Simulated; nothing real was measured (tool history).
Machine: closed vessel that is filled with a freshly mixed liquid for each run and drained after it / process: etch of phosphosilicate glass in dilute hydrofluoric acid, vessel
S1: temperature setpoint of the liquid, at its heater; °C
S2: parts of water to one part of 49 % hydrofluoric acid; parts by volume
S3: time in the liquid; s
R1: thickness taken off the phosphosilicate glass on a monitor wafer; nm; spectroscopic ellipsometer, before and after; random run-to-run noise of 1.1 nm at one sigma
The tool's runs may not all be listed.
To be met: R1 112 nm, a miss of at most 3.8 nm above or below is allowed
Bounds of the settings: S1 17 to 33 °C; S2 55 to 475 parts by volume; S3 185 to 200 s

{"run": 1, "day": 0.0, "S1": 25, "S2": 265, "S3": 185, "R1": 56.299}
{"run": 2, "day": 0.292, "S1": 25, "S2": 265, "S3": 185, "R1": 55.211}
{"run": 3, "day": 0.479, "S1": 27, "S2": 265, "S3": 185, "R1": 59.262}
{"run": 4, "day": 0.588, "S1": 27, "S2": 265, "S3": 185, "R1": 59.619}
{"run": 5, "day": 0.767, "S1": 27, "S2": 265, "S3": 185, "R1": 59.463}
{"run": 6, "day": 0.862, "S1": 28.5, "S2": 235, "S3": 185, "R1": 73.695}
{"run": 7, "day": 1.083, "S1": 32.5, "S2": 175, "S3": 185, "R1": 122.36}
{"run": 8, "day": 1.362, "S1": 32, "S2": 175, "S3": 185, "R1": 118.9}
{"run": 9, "day": 1.504, "S1": 31.5, "S2": 175, "S3": 185, "R1": 116.19}
{"day": 1.642, "done": "thermometer replaced"}
{"run": 10, "day": 1.642, "S1": 31, "S2": 175, "S3": 185, "R1": 119.9}

Exercise: of the 5 proposed moves below, exactly one satisfies all targets within the stated allowed misses. Which move is it?
{"run": "A", "day": 1.779, "S1": 33, "S2": 185, "S3": 195, "R1": "?"}
{"run": "B", "day": 1.779, "S1": 32.5, "S2": 175, "S3": 185, "R1": "?"}
{"run": "C", "day": 1.779, "S1": 30.5, "S2": 170, "S3": 190, "R1": "?"}
{"run": "D", "day": 1.779, "S1": 31, "S2": 170, "S3": 185, "R1": "?"}
{"run": "E", "day": 1.779, "S1": 30, "S2": 185, "S3": 190, "R1": "?"}

move=A R1=128.89
move=B R1=128.79
move=C R1=127.86
move=D R1=126.7
move=E R1=113.27
A: misses by more than the last run did
B: misses by more than the last run did
C: misses by more than the last run did
D: misses by more than the last run did
E: all results in spec
So the answer is move E, the one that meets all the targets.
